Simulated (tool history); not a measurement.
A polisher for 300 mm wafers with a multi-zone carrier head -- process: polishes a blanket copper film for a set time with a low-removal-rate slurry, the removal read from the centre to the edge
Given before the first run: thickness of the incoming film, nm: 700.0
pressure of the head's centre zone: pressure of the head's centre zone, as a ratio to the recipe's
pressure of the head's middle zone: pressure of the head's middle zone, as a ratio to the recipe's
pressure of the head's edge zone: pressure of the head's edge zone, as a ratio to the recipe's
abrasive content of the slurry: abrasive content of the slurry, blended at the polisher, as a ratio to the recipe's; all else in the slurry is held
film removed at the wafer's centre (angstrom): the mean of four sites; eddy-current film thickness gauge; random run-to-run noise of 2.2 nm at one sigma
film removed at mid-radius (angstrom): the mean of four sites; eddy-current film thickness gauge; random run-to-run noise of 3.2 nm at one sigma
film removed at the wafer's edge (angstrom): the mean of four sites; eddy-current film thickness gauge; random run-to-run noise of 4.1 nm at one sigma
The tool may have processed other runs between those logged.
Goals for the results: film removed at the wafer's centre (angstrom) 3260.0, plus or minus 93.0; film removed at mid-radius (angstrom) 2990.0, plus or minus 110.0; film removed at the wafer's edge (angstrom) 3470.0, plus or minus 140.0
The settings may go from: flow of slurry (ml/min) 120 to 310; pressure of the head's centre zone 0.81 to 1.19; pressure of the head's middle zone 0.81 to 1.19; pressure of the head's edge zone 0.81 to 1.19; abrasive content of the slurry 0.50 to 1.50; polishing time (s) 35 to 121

| run | day | flow of slurry (ml/min) | pressure of the head's centre zone | pressure of the head's middle zone | pressure of the head's edge zone | abrasive content of the slurry | polishing time (s) | film removed at the wafer's centre (angstrom) | film removed at mid-radius (angstrom) | film removed at the wafer's edge (angstrom) |
|---|---|---|---|---|---|---|---|---|---|---|
| 1 | 0.000 | 200 | 1.00 | 1.00 | 1.00 | 1.00 | 78 | 2542.6 | 2793.1 | 2781.5 |
| 2 | 0.117 | 205 | 1.02 | 0.99 | 1.03 | 1.05 | 78 | 2626.7 | 2763.3 | 2958.2 |
| 3 | 0.200 | 205 | 1.09 | 0.99 | 1.03 | 1.05 | 78 | 2826.7 | 2913.0 | 2880.0 |
| 4 | 0.262 | 215 | 1.10 | 0.98 | 1.05 | 1.10 | 78 | 2876.9 | 2898.4 | 2952.8 |
|  | 0.562 | centre zone pressure recalibrated |
| 5 | 0.562 | 190 | 1.10 | 0.98 | 1.05 | 1.10 | 78 | 3050.6 | 2804.8 | 2938.1 |
| 6 | 0.708 | 195 | 1.10 | 0.98 | 1.07 | 1.15 | 78 | 3036.8 | 2895.6 | 2888.4 |
| 7 | 1.017 | 210 | 1.10 | 0.96 | 1.08 | 1.15 | 79 | 3158.8 | 2873.6 | 3056.0 |
| 8 | 1.112 | 225 | 1.10 | 0.95 | 1.09 | 1.15 | 79 | 3194.2 | 2876.9 | 3085.9 |
| 9 | 1.446 | 235 | 1.09 | 0.95 | 1.10 | 1.15 | 80 | 3187.7 | 2917.3 | 3144.4 |

Next run, 5 choices. One meets every target within its allowed miss, the rest don't. Which?
| A | 1.779 | 210 | 1.19 | 1.04 | 1.04 | 1.20 | 75 | ? | ? | ? |
| B | 1.779 | 270 | 0.92 | 1.00 | 1.12 | 1.10 | 87 | ? | ? | ? |
| C | 1.779 | 250 | 0.97 | 0.93 | 1.15 | 1.15 | 86 | ? | ? | ? |
| D | 1.779 | 210 | 1.04 | 0.85 | 1.13 | 1.20 | 80 | ? | ? | ? |
| E | 1.779 | 270 | 1.03 | 0.90 | 1.19 | 1.10 | 85 | ? | ? | ? |

| move | film removed at the wafer's centre (angstrom) | film removed at mid-radius (angstrom) | film removed at the wafer's edge (angstrom) |
|---|---|---|---|
| A | 3290.7 | 2913.6 | 2829.5 |
| B | 2998.4 | 3321.1 | 3424.3 |
| C | 3122.1 | 3088.3 | 3440.2 |
| D | 3060.7 | 2627.4 | 3148.8 |
| E | 3280.4 | 2968.8 | 3452.1 |
A: moves away from the targets compared with the last run
B: brings the last run's worst result on target, with another outside its allowed miss
C: brings the last run's worst result on target, with another outside its allowed miss
D: moves away from the targets compared with the last run
E: every result lands within tolerance
E is the move that brings every result within its allowed miss.

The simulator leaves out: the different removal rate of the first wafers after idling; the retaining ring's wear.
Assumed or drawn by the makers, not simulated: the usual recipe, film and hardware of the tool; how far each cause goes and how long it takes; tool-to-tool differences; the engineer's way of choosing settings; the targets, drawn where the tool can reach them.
